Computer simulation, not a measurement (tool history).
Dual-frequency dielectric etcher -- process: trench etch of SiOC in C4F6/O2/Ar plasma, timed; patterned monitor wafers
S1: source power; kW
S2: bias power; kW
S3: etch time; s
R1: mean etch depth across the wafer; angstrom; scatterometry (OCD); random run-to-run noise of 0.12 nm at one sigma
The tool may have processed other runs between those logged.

run,hour,S1,S2,S3,R1
1,0,0.48,0.257,11,283.79
2,0.8,0.48,0.257,10.5,267.92
3,7.1,0.54,0.257,10.5,285.74
4,9.2,0.52,0.253,10.5,279.94
5,14.4,0.48,0.253,10.5,267.05
6,17.1,0.47,0.252,10.5,267.27

Run 7 comes next. What will it give?
7,25.5,0.46,0.25,10.5,?

R1: 260.35 angstrom
